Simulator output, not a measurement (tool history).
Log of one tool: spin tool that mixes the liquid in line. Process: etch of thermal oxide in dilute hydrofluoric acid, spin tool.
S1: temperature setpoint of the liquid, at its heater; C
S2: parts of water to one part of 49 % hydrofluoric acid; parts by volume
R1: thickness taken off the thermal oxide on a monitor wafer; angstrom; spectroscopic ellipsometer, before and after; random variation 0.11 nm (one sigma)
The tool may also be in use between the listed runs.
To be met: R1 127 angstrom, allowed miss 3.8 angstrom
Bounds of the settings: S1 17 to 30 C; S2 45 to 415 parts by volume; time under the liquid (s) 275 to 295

run 1 hour=0 | S1=22 S2=230 time_under_the_liquid_(s)=275 | R1=47.529
run 2 hour=6.8 | S1=22 S2=230 time_under_the_liquid_(s)=295 | R1=51.127
run 3 hour=14.8 | S1=20 S2=230 time_under_the_liquid_(s)=295 | R1=47.289
run 4 hour=16.7 | S1=21 S2=220 time_under_the_liquid_(s)=295 | R1=52.088
run 5 hour=23.7 | S1=21 S2=220 time_under_the_liquid_(s)=295 | R1=51.435
run 6 hour=27.1 | S1=22 S2=210 time_under_the_liquid_(s)=295 | R1=57.592
run 7 hour=32.6 | S1=23 S2=200 time_under_the_liquid_(s)=295 | R1=63.346
run 8 hour=40.5 | S1=24 S2=190 time_under_the_liquid_(s)=295 | R1=68.21
run 9 hour=46.6 | S1=24.5 S2=180 time_under_the_liquid_(s)=295 | R1=75.402

Which of these 5 next moves meets every target?
run A hour=52.7 | S1=27 S2=145 time_under_the_liquid_(s)=275 | R1=?
run B hour=52.7 | S1=28.5 S2=130 time_under_the_liquid_(s)=295 | R1=?
run C hour=52.7 | S1=20.5 S2=105 time_under_the_liquid_(s)=295 | R1=?
run D hour=52.7 | S1=25.5 S2=125 time_under_the_liquid_(s)=295 | R1=?
run E hour=52.7 | S1=26.5 S2=130 time_under_the_liquid_(s)=295 | R1=?

move=A R1=100.74
move=B R1=129.89
move=C R1=121.41
move=D R1=121.4
move=E R1=120.52
A: nearer than the last run, and not there yet
B: meets every target
C: nearer than the last run, and not there yet
D: nearer than the last run, and not there yet
E: nearer than the last run, and not there yet
Answer: B
